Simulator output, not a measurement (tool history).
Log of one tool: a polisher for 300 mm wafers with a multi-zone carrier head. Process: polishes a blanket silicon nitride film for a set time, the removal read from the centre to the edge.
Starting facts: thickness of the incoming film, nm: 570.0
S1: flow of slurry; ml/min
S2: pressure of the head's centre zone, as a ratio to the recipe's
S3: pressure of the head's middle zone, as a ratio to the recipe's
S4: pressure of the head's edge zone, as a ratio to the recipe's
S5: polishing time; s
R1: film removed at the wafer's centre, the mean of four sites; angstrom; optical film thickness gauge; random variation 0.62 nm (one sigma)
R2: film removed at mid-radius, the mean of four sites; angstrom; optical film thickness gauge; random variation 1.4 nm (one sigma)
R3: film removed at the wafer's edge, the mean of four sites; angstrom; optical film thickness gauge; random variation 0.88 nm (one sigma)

run	hour	S1	S2	S3	S4	S5	R1	R2	R3
1	0	170	1	1	1	72	1260.1	1312.3	1296.9
2	7	190	1	1	1	72	1299.9	1351.4	1322.9
3	8	190	1	1	1	84	1500.1	1582.5	1524.1
4	12.8	175	0.95	1	0.97	78	1325	1445.3	1387.1
5	17.9	160	0.91	1	0.97	72	1134.7	1300.6	1275.6
6	26.1	160	0.91	1	0.97	85	1359.3	1522.9	1486.8
7	28.1	150	0.89	1	0.95	78	1177.6	1416.1	1348.1

Predict the results of run 8:
8	30.5	145	0.88	0.98	0.93	73	?	?	?

R1: 1085.3 angstrom
R2: 1279.1 angstrom
R3: 1273.6 angstrom
